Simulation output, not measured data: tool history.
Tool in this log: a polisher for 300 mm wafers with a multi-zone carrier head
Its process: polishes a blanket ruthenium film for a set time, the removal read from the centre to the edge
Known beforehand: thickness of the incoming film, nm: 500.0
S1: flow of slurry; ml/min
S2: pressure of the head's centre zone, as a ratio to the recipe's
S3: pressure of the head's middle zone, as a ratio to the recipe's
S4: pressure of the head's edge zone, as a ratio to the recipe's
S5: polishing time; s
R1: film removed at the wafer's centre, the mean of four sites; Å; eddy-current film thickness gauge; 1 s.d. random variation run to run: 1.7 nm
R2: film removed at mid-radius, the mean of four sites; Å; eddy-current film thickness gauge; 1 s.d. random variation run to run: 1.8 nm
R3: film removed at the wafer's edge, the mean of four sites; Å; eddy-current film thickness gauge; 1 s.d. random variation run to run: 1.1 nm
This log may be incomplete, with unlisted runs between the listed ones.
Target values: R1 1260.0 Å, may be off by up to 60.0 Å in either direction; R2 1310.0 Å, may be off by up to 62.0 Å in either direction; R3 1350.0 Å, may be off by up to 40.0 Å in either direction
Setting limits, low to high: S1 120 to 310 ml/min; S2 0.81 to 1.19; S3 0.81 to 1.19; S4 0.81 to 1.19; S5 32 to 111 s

Run 1, day 0.000: S1 200 ml/min, S2 1.00, S3 1.00, S4 1.00, S5 71 s. Result: R1 1148.7 Å, R2 1163.4 Å, R3 1126.5 Å.
Run 2, day 0.188: S1 200 ml/min, S2 1.00, S3 1.00, S4 1.08, S5 71 s. Result: R1 1153.8 Å, R2 1150.5 Å, R3 1150.9 Å.
Run 3, day 0.421: S1 200 ml/min, S2 1.00, S3 0.95, S4 1.08, S5 71 s. Result: R1 1125.5 Å, R2 1096.3 Å, R3 1140.7 Å.
Run 4, day 0.658: S1 200 ml/min, S2 1.00, S3 0.95, S4 1.08, S5 85 s. Result: R1 1369.6 Å, R2 1282.7 Å, R3 1369.2 Å.
Run 5, day 0.742: S1 200 ml/min, S2 1.00, S3 0.95, S4 1.16, S5 85 s. Result: R1 1360.7 Å, R2 1287.9 Å, R3 1442.2 Å.
Run 6, day 0.858: S1 195 ml/min, S2 0.98, S3 0.96, S4 1.13, S5 85 s. Result: R1 1314.0 Å, R2 1351.5 Å, R3 1409.6 Å.
Run 7, day 1.150: S1 190 ml/min, S2 0.98, S3 0.95, S4 1.12, S5 85 s. Result: R1 1301.4 Å, R2 1296.1 Å, R3 1406.3 Å.
Run 8, day 1.362: S1 190 ml/min, S2 0.98, S3 0.96, S4 1.10, S5 85 s. Result: R1 1299.0 Å, R2 1320.4 Å, R3 1398.3 Å.
Run 9, day 1.596: S1 190 ml/min, S2 0.98, S3 0.96, S4 1.09, S5 85 s. Result: R1 1339.3 Å, R2 1288.6 Å, R3 1414.1 Å.

Pick the move, out of 4, that brings all results within their allowed miss; only one does.
Run A, day 1.829: S1 255 ml/min, S2 0.94, S3 0.94, S4 1.06, S5 82 s. Result: R1 ?, R2 ?, R3 ?.
Run B, day 1.829: S1 135 ml/min, S2 1.03, S3 0.94, S4 1.05, S5 88 s. Result: R1 ?, R2 ?, R3 ?.
Run C, day 1.829: S1 165 ml/min, S2 0.93, S3 0.94, S4 1.17, S5 88 s. Result: R1 ?, R2 ?, R3 ?.
Run D, day 1.829: S1 120 ml/min, S2 0.87, S3 0.92, S4 1.08, S5 94 s. Result: R1 ?, R2 ?, R3 ?.

move      R1      R2      R3
   A  1258.3  1270.4  1371.8
   B  1374.3  1275.3  1396.3
   C  1271.9  1304.8  1490.5
   D  1219.0  1320.8  1495.9
A: hits every target within its allowed miss
B: the biggest miss grows against the last run
C: the biggest miss grows against the last run
D: the biggest miss grows against the last run
The right move is A.
